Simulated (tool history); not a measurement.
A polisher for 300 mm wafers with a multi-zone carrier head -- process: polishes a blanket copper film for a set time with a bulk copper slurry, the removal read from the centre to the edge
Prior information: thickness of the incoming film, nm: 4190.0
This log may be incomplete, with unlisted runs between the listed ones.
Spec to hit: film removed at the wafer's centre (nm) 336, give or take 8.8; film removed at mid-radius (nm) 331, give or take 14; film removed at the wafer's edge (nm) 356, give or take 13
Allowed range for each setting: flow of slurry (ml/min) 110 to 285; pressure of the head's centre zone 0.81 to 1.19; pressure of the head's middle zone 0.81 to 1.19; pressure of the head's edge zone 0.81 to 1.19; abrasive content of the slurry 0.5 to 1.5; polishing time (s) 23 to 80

run,hour,flow of slurry (ml/min),pressure of the head's centre zone,pressure of the head's middle zone,pressure of the head's edge zone,abrasive content of the slurry,polishing time (s),film removed at the wafer's centre (nm),film removed at mid-radius (nm),film removed at the wafer's edge (nm)
1,0,180,1,1,1,1,51,455.1,444.31,463.28
2,3.4,180,0.99,0.99,0.99,0.95,51,445.13,436.8,455.65
3,9.7,175,0.98,0.98,0.98,0.9,51,429.47,428.13,434.22
4,14.4,170,0.97,0.96,0.98,0.9,51,430.47,418.64,436.37
5,19.3,165,0.96,0.95,0.98,0.85,51,420.8,402.95,441.58
6,25.4,165,0.96,0.95,1.05,0.85,51,413.56,405.87,452.97
7,30.2,165,0.95,0.94,1.03,0.8,51,406.85,393.68,443.84
8,36.5,165,0.94,0.94,1.01,0.75,51,398.64,399.01,427.95
9,37.5,160,0.93,0.93,1,0.7,51,388.95,385.12,424.88
10,44.2,160,0.92,0.92,0.99,0.7,51,383.34,393.48,423.95
11,52.9,155,0.92,0.91,0.98,0.7,51,383.68,381.63,416.87
12,57.6,150,0.92,0.9,0.97,0.7,51,375.72,375.11,409.94

5 candidate next runs follow, results not yet known. Just one meets every target within its allowed miss. Identify it.
A,62.3,135,1.07,0.97,0.81,0.65,48,?,?,?
B,62.3,215,0.87,0.85,0.99,0.7,45,?,?,?
C,62.3,160,0.93,0.97,0.9,0.5,51,?,?,?
D,62.3,110,0.96,0.94,0.94,0.7,47,?,?,?
E,62.3,165,0.98,0.89,0.9,0.65,46,?,?,?

move,film removed at the wafer's centre (nm),film removed at mid-radius (nm),film removed at the wafer's edge (nm)
A,399.39,357.96,351.52
B,334.85,331.93,387.18
C,364.6,375.08,382.53
D,338.02,332.16,362.03
E,364.69,333.19,362.74
A: further off than the last run
B: puts the biggest miss on target and leaves a different result outside tolerance
C: better than the last run, though not everything is in spec
D: every result within its allowed miss
E: better than the last run, though not everything is in spec
Answer: D

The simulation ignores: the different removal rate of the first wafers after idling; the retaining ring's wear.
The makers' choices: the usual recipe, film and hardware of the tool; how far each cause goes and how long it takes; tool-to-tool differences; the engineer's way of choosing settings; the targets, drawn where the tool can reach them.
